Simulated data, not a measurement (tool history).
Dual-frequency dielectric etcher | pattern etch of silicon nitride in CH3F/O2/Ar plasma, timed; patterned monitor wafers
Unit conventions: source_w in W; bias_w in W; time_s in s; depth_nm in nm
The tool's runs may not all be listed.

run  hour  source_w  bias_w  time_s  depth_nm
  1     0       460      62      41    30.696
  2   7.9       510      65      41    32.368
  3  16.7       450      65      41    31.128
  4  19.2       490      69      41    32.841
  5  25.4       530      71      41    34.124
  6  26.6       610      71      41    35.671
  7  31.7       620      73      41    36.298

For run 8, what comes out?
  8    39       630      74      41         ?

Run 8 yielded depth_nm 36.727 nm.

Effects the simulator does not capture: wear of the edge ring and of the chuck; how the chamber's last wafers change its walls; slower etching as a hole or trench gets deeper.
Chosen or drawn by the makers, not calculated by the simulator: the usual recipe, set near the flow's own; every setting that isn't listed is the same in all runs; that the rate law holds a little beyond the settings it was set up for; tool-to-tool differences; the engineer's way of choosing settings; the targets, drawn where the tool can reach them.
